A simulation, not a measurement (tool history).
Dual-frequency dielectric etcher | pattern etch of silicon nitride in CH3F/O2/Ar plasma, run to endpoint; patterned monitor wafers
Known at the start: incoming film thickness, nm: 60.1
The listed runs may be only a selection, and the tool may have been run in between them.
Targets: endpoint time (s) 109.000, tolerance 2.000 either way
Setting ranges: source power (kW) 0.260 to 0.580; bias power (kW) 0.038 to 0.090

{"run": 1, "hour": 0.0, "source power (kW)": 0.42, "bias power (kW)": 0.064, "endpoint time (s)": 94.556}
{"run": 2, "hour": 6.9, "source power (kW)": 0.39, "bias power (kW)": 0.063, "endpoint time (s)": 98.952}
{"run": 3, "hour": 15.8, "source power (kW)": 0.39, "bias power (kW)": 0.058, "endpoint time (s)": 102.43}
{"run": 4, "hour": 17.8, "source power (kW)": 0.38, "bias power (kW)": 0.058, "endpoint time (s)": 103.23}
{"run": 5, "hour": 20.0, "source power (kW)": 0.45, "bias power (kW)": 0.058, "endpoint time (s)": 93.87}
{"run": 6, "hour": 22.1, "source power (kW)": 0.5, "bias power (kW)": 0.058, "endpoint time (s)": 88.713}
{"run": 7, "hour": 23.0, "source power (kW)": 0.46, "bias power (kW)": 0.057, "endpoint time (s)": 93.825}
{"run": 8, "hour": 28.0, "source power (kW)": 0.43, "bias power (kW)": 0.056, "endpoint time (s)": 97.769}
{"run": 9, "hour": 29.7, "source power (kW)": 0.41, "bias power (kW)": 0.056, "endpoint time (s)": 100.3}
{"run": 10, "hour": 34.1, "source power (kW)": 0.33, "bias power (kW)": 0.054, "endpoint time (s)": 117.72}
{"run": 11, "hour": 39.9, "source power (kW)": 0.34, "bias power (kW)": 0.054, "endpoint time (s)": 115.42}
{"run": 12, "hour": 44.5, "source power (kW)": 0.34, "bias power (kW)": 0.054, "endpoint time (s)": 114.64}
{"run": 13, "hour": 48.2, "source power (kW)": 0.35, "bias power (kW)": 0.054, "endpoint time (s)": 111.51}

Exactly one of the 5 candidate moves below puts every result within its allowed miss. Which one?
{"run": "A", "hour": 51.9, "source power (kW)": 0.35, "bias power (kW)": 0.059, "endpoint time (s)": "?"}
{"run": "B", "hour": 51.9, "source power (kW)": 0.35, "bias power (kW)": 0.049, "endpoint time (s)": "?"}
{"run": "C", "hour": 51.9, "source power (kW)": 0.33, "bias power (kW)": 0.058, "endpoint time (s)": "?"}
{"run": "D", "hour": 51.9, "source power (kW)": 0.37, "bias power (kW)": 0.047, "endpoint time (s)": "?"}
{"run": "E", "hour": 51.9, "source power (kW)": 0.35, "bias power (kW)": 0.05, "endpoint time (s)": "?"}

move=A endpoint_time_(s)=108.500
move=B endpoint_time_(s)=117.100
move=C endpoint_time_(s)=113.550
move=D endpoint_time_(s)=114.920
move=E endpoint_time_(s)=116.130
A: all results in spec
B: its largest miss is bigger than the last run's
C: its largest miss is bigger than the last run's
D: its largest miss is bigger than the last run's
E: its largest miss is bigger than the last run's
So the answer is move A, the one that meets all the targets.
